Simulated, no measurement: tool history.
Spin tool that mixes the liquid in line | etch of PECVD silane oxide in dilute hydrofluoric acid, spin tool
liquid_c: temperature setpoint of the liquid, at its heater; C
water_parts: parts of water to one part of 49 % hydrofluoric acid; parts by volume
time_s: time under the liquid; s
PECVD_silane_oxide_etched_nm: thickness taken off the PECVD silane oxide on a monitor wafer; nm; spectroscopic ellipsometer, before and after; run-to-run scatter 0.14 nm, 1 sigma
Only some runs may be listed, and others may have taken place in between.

{"run": 1, "hour": 0.0, "liquid_c": 23, "water_parts": 280, "time_s": 275, "PECVD_silane_oxide_etched_nm": 25.482}
{"run": 2, "hour": 8.9, "liquid_c": 22.5, "water_parts": 280, "time_s": 275, "PECVD_silane_oxide_etched_nm": 25.278}
{"run": 3, "hour": 13.7, "liquid_c": 22.5, "water_parts": 280, "time_s": 275, "PECVD_silane_oxide_etched_nm": 25.292}
{"run": 4, "hour": 15.5, "liquid_c": 22.5, "water_parts": 360, "time_s": 275, "PECVD_silane_oxide_etched_nm": 18.193}
{"run": 5, "hour": 16.7, "liquid_c": 22.5, "water_parts": 285, "time_s": 275, "PECVD_silane_oxide_etched_nm": 24.801}
{"run": 6, "hour": 18.5, "liquid_c": 22.5, "water_parts": 200, "time_s": 275, "PECVD_silane_oxide_etched_nm": 37.728}
{"run": 7, "hour": 20.8, "liquid_c": 21.5, "water_parts": 215, "time_s": 275, "PECVD_silane_oxide_etched_nm": 33.62}
{"run": 8, "hour": 28.6, "liquid_c": 21, "water_parts": 225, "time_s": 275, "PECVD_silane_oxide_etched_nm": 31.335}
{"run": 9, "hour": 32.2, "liquid_c": 20.5, "water_parts": 235, "time_s": 275, "PECVD_silane_oxide_etched_nm": 29.218}
{"run": 10, "hour": 38.0, "liquid_c": 20, "water_parts": 240, "time_s": 275, "PECVD_silane_oxide_etched_nm": 27.405}
{"run": 11, "hour": 43.7, "liquid_c": 19.5, "water_parts": 245, "time_s": 275, "PECVD_silane_oxide_etched_nm": 26.794}
{"run": 12, "hour": 45.5, "liquid_c": 19.5, "water_parts": 245, "time_s": 275, "PECVD_silane_oxide_etched_nm": 26.7}

Run 13 comes next. What will it give?
{"run": 13, "hour": 51.9, "liquid_c": 17, "water_parts": 275, "time_s": 275, "PECVD_silane_oxide_etched_nm": "?"}

PECVD_silane_oxide_etched_nm: 21.155 nm

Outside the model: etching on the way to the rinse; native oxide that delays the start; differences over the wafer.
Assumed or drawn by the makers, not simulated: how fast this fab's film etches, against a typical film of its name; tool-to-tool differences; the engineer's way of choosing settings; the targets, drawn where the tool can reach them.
